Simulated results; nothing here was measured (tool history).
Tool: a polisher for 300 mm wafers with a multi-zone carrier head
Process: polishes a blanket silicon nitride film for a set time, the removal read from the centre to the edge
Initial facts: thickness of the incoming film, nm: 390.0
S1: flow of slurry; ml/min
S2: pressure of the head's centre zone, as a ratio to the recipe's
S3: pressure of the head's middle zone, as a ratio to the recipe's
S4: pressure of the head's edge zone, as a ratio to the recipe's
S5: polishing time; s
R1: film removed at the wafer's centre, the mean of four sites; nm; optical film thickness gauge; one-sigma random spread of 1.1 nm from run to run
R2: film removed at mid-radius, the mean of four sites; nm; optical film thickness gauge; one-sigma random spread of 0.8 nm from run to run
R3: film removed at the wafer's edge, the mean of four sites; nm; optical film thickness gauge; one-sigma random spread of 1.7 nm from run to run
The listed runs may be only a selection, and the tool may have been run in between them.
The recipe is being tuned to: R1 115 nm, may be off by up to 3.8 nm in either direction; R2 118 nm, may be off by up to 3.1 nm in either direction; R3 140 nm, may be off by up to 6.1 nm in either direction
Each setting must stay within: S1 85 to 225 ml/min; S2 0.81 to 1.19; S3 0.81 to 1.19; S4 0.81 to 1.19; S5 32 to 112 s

run  hour   S1    S2    S3    S4  S5      R1      R2      R3
  1     0  145     1     1     1  72  121.92  119.35  124.18
  2   5.5  140  0.99  0.99  1.03  73  124.42  120.18  124.03
  3  13.8  140  0.92  0.99  1.03  73  113.68  123.14  126.46
  4  21.2  105  0.92  0.99  1.03  73  107.95  115.14  120.09
  5  22.4  105  0.92  0.99  1.09  73  107.73  115.58   124.2
  6    28  110  0.92  0.98  1.11  74  110.53  118.25  129.64
     34.4  -- worn pad replaced by a new one
  7  34.4  110  0.92  0.97  1.12  74  119.78  126.93  139.74
  8  34.9  105  0.91  0.95  1.12  73  117.63  122.04  138.91

Exactly one of the 5 candidate moves below puts every result within its allowed miss. Which one?
  A  35.4  110  0.91  0.99  1.19  72   ?   ?   ?
  B  35.4  145  0.89  0.91  1.01  74   ?   ?   ?
  C  35.4  120  0.89   0.9  1.16  71   ?   ?   ?
  D  35.4  125  0.96  0.96  1.07  70   ?   ?   ?
  E  35.4   95  0.96  0.92  1.13  74   ?   ?   ?

move      R1      R2      R3
   A  118.28  125.34  140.23
   B  125.37  125.92  138.76
   C  116.03  115.95  138.34
   D  124.53  121.47  132.13
   E  124.21  117.79  138.22
A: lands further from the targets than the last run did
B: lands further from the targets than the last run did
C: in spec on every target
D: lands further from the targets than the last run did
E: gets the furthest-off result to its target, but another result is out of tolerance
Go with C: it meets all targets.
